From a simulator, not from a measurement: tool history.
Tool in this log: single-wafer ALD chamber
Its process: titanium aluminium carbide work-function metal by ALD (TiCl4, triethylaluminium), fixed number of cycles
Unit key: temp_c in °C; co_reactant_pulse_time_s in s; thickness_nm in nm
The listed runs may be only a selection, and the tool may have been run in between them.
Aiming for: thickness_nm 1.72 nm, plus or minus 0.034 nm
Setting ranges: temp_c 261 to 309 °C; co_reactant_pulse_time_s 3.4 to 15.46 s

run  hour  temp_c  co_reactant_pulse_time_s  thickness_nm
  1     0     285                      9.43        1.9231
  2   4.3     290                      9.43        1.9902
  3   6.3     285                      9.04         1.909
  4   8.7     276                      9.04         1.833
  5  14.7     273                       8.8        1.7851
  6  17.6     272                      8.69        1.7817
  7  22.9     271                      8.57        1.7543
  8  26.5     270                      8.52        1.7511

Exercise: of the 4 proposed moves below, exactly one satisfies all targets within the stated allowed misses. Which move is it?
  A  30.1     294                      4.41             ?
  B  30.1     263                      6.83             ?
  C  30.1     275                      8.99             ?
  D  30.1     264                     10.36             ?

move  thickness_nm
   A        1.8266
   B        1.6499
   C        1.8206
   D        1.7342
A: the biggest miss grows against the last run
B: pushes the last run's worst result past its target
C: the biggest miss grows against the last run
D: every result lands within tolerance
The move that meets every target is D.
